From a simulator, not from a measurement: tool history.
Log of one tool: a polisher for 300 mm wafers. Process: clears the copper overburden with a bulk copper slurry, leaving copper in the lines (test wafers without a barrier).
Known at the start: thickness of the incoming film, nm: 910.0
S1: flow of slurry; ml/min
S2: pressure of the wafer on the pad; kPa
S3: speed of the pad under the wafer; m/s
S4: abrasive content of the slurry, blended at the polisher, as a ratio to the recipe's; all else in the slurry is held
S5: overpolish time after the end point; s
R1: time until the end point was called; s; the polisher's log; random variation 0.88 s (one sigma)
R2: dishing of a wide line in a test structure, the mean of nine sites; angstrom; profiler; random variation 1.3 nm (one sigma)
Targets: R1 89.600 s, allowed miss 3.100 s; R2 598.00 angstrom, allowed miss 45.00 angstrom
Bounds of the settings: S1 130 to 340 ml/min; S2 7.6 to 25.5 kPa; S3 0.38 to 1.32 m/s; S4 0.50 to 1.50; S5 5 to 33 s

run	hour	S1	S2	S3	S4	S5	R1	R2
1	0.0	220	16.5	0.84	1.00	17	146.400	461.17
2	2.8	185	16.5	0.84	1.00	17	150.120	446.58
3	7.7	195	18.6	0.84	1.00	17	132.150	489.05
4	14.5	200	20.0	0.84	1.00	17	123.990	498.19
# hour 15.7: worn pad replaced by a new one
5	15.7	200	20.0	0.84	0.95	17	112.260	550.88
6	23.6	210	20.7	0.84	0.95	16	106.030	529.36
7	30.5	230	20.7	0.84	0.95	16	105.520	517.37
8	32.8	245	21.4	0.84	0.95	17	101.560	558.49

Which of these 4 next moves meets every target?
A	35.1	225	22.1	0.68	1.00	13	?	?
B	35.1	230	23.4	0.78	1.00	20	?	?
C	35.1	230	18.6	0.74	1.10	25	?	?
D	35.1	215	22.8	0.92	0.95	18	?	?

move	R1	R2
A	118.220	451.59
B	98.832	614.87
C	126.820	591.49
D	89.713	610.74
A: further off than the last run
B: nearer than the last run, and not there yet
C: further off than the last run
D: meets every target
Move D is the one to make.
